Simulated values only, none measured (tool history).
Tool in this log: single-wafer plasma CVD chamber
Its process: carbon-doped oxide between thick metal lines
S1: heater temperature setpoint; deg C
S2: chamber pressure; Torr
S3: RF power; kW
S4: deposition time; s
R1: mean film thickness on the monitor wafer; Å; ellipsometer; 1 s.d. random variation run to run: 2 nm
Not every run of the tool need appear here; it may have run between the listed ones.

run	day	S1	S2	S3	S4	R1
1	0	330	4.85	0.565	94	5526.6
2	0.312	330	4.85	0.565	89	5205.2
3	0.483	337	4.85	0.565	89	5126.6
4	0.7	337	4.85	0.61	89	5418.4
5	0.996	337	4.85	0.675	89	5839.9
6	1.188	335	5.07	0.685	89	5976
7	1.438	333	5.25	0.695	89	6153.2

For run 8, what comes out?
8	1.612	331	5.4	0.7	89	?

R1: 6205.8 Å
